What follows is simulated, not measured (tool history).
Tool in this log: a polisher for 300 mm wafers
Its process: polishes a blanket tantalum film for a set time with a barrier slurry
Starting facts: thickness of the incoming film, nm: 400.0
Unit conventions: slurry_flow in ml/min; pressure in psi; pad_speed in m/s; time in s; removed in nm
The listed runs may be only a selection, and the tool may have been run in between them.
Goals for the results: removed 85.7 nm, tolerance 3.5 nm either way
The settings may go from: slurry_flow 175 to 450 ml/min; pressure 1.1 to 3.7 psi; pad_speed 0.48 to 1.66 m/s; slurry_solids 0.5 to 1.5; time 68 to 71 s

| run | hour | slurry_flow | pressure | pad_speed | slurry_solids | time | removed |
|---|---|---|---|---|---|---|---|
| 1 | 0 | 290 | 2.4 | 1.06 | 1 | 68 | 124.57 |
| 2 | 5.9 | 290 | 2.2 | 1.06 | 1 | 68 | 113.52 |
| 3 | 8.9 | 290 | 2.2 | 1.24 | 1 | 68 | 133.22 |
| 4 | 15.2 | 290 | 2 | 1.24 | 1 | 68 | 119.62 |
| 5 | 23 | 290 | 1.8 | 1.24 | 1 | 68 | 107.63 |
| 6 | 30 | 290 | 1.7 | 1.24 | 1 | 68 | 103.23 |
| 7 | 37.9 | 290 | 1.7 | 1.24 | 1 | 68 | 103.64 |
| 8 | 44.5 | 290 | 1.6 | 1.24 | 1 | 68 | 97.183 |
| 9 | 53.5 | 290 | 1.5 | 1.24 | 1 | 68 | 92.232 |

Of the 4 settings listed for the next run, only one would bring every result within its allowed miss of target. Which one?
| A | 62.5 | 255 | 1.4 | 1.1 | 1 | 68 | ? |
| B | 62.5 | 255 | 1.5 | 1.36 | 0.9 | 69 | ? |
| C | 62.5 | 355 | 1.7 | 0.92 | 1.15 | 71 | ? |
| D | 62.5 | 265 | 1.5 | 1.2 | 1.2 | 71 | ? |

| move | removed |
|---|---|
| A | 74.042 |
| B | 96.533 |
| C | 83.081 |
| D | 93.556 |
A: pushes the last run's worst result past its target
B: lands further from the targets than the last run did
C: all results land within tolerance of their targets
D: lands further from the targets than the last run did
Go with C: it meets all targets.
